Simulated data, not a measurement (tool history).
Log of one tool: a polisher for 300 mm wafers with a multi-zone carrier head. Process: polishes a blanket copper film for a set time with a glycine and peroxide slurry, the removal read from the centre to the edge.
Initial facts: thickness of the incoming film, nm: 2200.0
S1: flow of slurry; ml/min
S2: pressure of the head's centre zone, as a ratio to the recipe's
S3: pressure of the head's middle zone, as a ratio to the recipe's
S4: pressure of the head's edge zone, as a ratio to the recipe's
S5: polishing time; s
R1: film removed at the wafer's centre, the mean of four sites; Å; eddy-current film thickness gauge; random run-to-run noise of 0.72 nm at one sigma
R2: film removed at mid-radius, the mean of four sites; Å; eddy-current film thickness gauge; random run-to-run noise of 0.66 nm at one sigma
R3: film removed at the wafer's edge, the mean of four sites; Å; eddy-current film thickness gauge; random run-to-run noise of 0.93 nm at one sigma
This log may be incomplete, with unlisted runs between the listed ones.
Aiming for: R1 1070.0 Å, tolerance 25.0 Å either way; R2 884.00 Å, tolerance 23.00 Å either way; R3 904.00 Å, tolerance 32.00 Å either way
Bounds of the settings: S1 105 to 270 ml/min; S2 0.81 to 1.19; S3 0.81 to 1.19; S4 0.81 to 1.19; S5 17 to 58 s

run,hour,S1,S2,S3,S4,S5,R1,R2,R3
1,0.0,175,1.00,1.00,1.00,37,1720.3,1717.70,1736.50
2,4.4,175,1.00,1.05,1.00,37,1723.4,1776.40,1704.60
3,6.0,165,1.03,1.02,0.96,32,1495.0,1478.10,1454.50
4,10.9,165,1.06,1.00,0.93,29,1413.2,1317.10,1308.80
5,12.6,165,1.06,1.00,0.97,29,1394.4,1322.10,1308.00
6,17.1,160,1.08,0.99,0.96,27,1303.4,1203.00,1209.70
7,24.7,155,1.10,0.98,0.95,25,1234.8,1122.50,1128.60
8,33.3,145,1.12,0.97,0.93,24,1170.7,1068.60,1055.20
9,38.0,140,1.14,0.94,0.91,24,1191.6,1027.00,1021.90
10,39.6,140,1.14,0.94,0.91,24,1197.0,1030.50,1030.40
11,41.2,135,1.14,0.92,0.90,24,1175.2,1002.00,1039.80
12,49.4,135,1.14,0.92,0.90,24,1172.8,1012.10,1022.50
13,53.7,130,1.15,0.91,0.89,24,1178.6,978.83,1014.90
14,54.8,125,1.15,0.91,0.88,23,1103.8,938.84,974.70

Which single option among these 5 for the next run brings every result within its allowed miss of target? Just one does.
A,55.9,110,0.93,0.81,0.90,25,?,?,?
B,55.9,110,1.05,0.89,0.94,25,?,?,?
C,55.9,105,1.09,0.88,0.90,26,?,?,?
D,55.9,130,1.15,0.88,0.85,22,?,?,?
E,55.9,120,1.16,1.07,0.81,22,?,?,?

move,R1,R2,R3
A,1023.1,945.79,1044.40
B,1114.1,996.86,1064.80
C,1176.1,1019.50,1077.80
D,1088.2,901.44,916.56
E,1076.6,997.05,885.76
A: its largest miss is bigger than the last run's
B: its largest miss is bigger than the last run's
C: its largest miss is bigger than the last run's
D: each result inside its tolerance
E: its largest miss is bigger than the last run's
So the answer is move D, the one that meets all the targets.
